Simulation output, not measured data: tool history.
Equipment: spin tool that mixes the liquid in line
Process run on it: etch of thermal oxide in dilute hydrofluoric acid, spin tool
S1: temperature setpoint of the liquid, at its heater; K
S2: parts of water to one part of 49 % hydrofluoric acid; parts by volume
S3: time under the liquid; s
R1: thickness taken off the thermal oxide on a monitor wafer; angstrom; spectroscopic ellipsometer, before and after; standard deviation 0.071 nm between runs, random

run  hour      S1   S2   S3      R1
  1   0.0  293.15  210  290  46.843
  2   4.1  293.15  235  290  40.922
  3   4.6  293.15  235  290  41.023
  4   6.4  293.15  305  290  29.448
  5   6.9  294.15  280  290  33.972
  6  11.5  294.15  225  290  44.701
  7  17.1  295.15  210  290  50.185
  8  22.7  295.65  200  290  54.459

Run 9 has not been measured yet. What should we expect?
  9  28.6  296.15  190  290   ?

{"run 9": {"R1": 59.277}}
